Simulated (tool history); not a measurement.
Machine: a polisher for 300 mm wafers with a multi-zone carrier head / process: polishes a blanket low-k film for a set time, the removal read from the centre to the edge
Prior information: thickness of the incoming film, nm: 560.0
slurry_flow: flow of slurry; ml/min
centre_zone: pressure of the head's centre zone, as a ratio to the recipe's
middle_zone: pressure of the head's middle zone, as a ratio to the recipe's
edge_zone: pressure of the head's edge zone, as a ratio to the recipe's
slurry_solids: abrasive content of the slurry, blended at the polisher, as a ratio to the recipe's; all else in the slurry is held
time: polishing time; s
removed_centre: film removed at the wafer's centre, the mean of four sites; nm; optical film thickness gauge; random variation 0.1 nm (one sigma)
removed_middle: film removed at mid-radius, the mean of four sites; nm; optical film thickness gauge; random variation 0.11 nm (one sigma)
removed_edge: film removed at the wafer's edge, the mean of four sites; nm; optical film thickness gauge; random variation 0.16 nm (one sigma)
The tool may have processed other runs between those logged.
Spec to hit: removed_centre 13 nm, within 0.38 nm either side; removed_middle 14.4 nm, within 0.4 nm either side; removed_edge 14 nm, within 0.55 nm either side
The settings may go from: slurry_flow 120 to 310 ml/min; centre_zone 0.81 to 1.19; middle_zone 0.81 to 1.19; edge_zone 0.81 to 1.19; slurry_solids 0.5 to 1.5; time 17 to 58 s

run,day,slurry_flow,centre_zone,middle_zone,edge_zone,slurry_solids,time,removed_centre,removed_middle,removed_edge
1,0,200,1,1,1,1,37,11.701,11.696,11.694
2,0.246,200,1,1,1,0.8,37,10.971,10.738,11.11
3,0.412,200,1,1,1,0.85,37,11.127,11.158,11.326
4,0.683,200,0.93,1,1,0.85,37,10.225,11.107,11.046
# day 0.871: slurry nozzle cleaned
5,0.871,205,0.94,1.02,1.03,0.9,37,10.789,11.834,12.099
6,1.133,205,1.02,1.02,1.03,0.9,37,11.806,11.895,11.722
7,1.204,215,1.02,1.03,1.06,0.9,37,11.918,11.989,12.098
8,1.433,270,1.02,1.13,1.16,1,37,12.697,13.721,12.969
9,1.65,270,1.01,1.13,1.16,1,37,12.526,13.738,13.209
10,2.021,270,1.01,1.13,1.17,1,37,12.622,13.897,13.227
11,2.158,270,1,1.12,1.18,1.05,37,12.553,13.75,13.663

Which of these 5 next moves meets every target?
A,2.296,290,0.95,1.18,1.19,1.05,37,?,?,?
B,2.296,280,1.01,1.06,1.19,0.85,40,?,?,?
C,2.296,245,0.97,1.1,1.12,1.15,38,?,?,?
D,2.296,200,0.99,1.09,1.18,1.05,37,?,?,?
E,2.296,270,1,1.04,1.19,0.8,42,?,?,?

move,removed_centre,removed_middle,removed_edge
A,12.182,14.687,13.724
B,12.945,13.393,13.758
C,12.979,14.454,13.967
D,12.265,13.3,13.37
E,13.12,13.498,14.105
A: gets the furthest-off result to its target, but another result is out of tolerance
B: misses by more than the last run did
C: all results land within tolerance of their targets
D: misses by more than the last run did
E: misses by more than the last run did
Correct choice: C, which meets every target
